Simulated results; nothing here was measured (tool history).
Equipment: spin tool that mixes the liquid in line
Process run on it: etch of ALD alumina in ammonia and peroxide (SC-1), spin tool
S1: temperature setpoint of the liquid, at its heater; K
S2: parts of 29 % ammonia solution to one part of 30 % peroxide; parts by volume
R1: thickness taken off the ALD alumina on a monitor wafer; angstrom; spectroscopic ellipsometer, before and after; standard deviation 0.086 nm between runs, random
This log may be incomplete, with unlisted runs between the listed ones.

Run 1, hour 0.0: S1 323.15 K, S2 0.80 parts by volume, time under the liquid (s) 315. Result: R1 159.800 angstrom.
Run 2, hour 7.9: S1 320.65 K, S2 0.80 parts by volume, time under the liquid (s) 315. Result: R1 140.010 angstrom.
Run 3, hour 11.0: S1 320.65 K, S2 0.80 parts by volume, time under the liquid (s) 315. Result: R1 140.660 angstrom.
Run 4, hour 11.8: S1 320.65 K, S2 0.55 parts by volume, time under the liquid (s) 315. Result: R1 136.210 angstrom.
Run 5, hour 14.1: S1 320.65 K, S2 0.30 parts by volume, time under the liquid (s) 315. Result: R1 127.650 angstrom.
Run 6, hour 19.6: S1 320.65 K, S2 0.30 parts by volume, time under the liquid (s) 340. Result: R1 137.240 angstrom.
Run 7, hour 24.6: S1 319.15 K, S2 0.30 parts by volume, time under the liquid (s) 340. Result: R1 128.410 angstrom.

Predict the results of run 8:
Run 8, hour 26.4: S1 314.65 K, S2 0.30 parts by volume, time under the liquid (s) 340. Result: R1 ?.

R1: 98.903 angstrom
